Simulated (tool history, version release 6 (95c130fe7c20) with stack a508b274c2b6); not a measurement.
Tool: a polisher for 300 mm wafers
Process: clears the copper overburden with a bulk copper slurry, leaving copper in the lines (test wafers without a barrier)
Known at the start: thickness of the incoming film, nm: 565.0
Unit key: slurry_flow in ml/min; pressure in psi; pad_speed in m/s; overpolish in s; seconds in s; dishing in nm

| run | hour | slurry_flow | pressure | pad_speed | slurry_solids | overpolish | seconds | dishing |
|---|---|---|---|---|---|---|---|---|
| 1 | 0.0 | 270 | 2.0 | 0.90 | 1.00 | 26 | 89.787 | 72.009 |
| 2 | 6.4 | 270 | 2.0 | 1.02 | 1.00 | 26 | 78.916 | 74.924 |
| 3 | 9.9 | 270 | 2.0 | 1.02 | 1.15 | 26 | 77.576 | 76.329 |
| 4 | 16.9 | 245 | 1.8 | 1.08 | 1.00 | 22 | 84.825 | 68.795 |
| 5 | 22.3 | 285 | 1.6 | 1.12 | 0.90 | 19 | 91.459 | 58.706 |
| 6 | 26.3 | 315 | 1.4 | 1.18 | 0.80 | 17 | 99.452 | 53.429 |
| 7 | 29.5 | 390 | 0.9 | 1.42 | 0.55 | 8 | 128.300 | 25.608 |
| 8 | 31.8 | 315 | 1.2 | 1.40 | 0.55 | 9 | 103.460 | 34.336 |

Forecast run 9:
| 9 | 34.9 | 320 | 1.2 | 1.40 | 0.55 | 9 | ? | ? |

{"run 9": {"seconds": 101.46, "dishing": 34.028}}
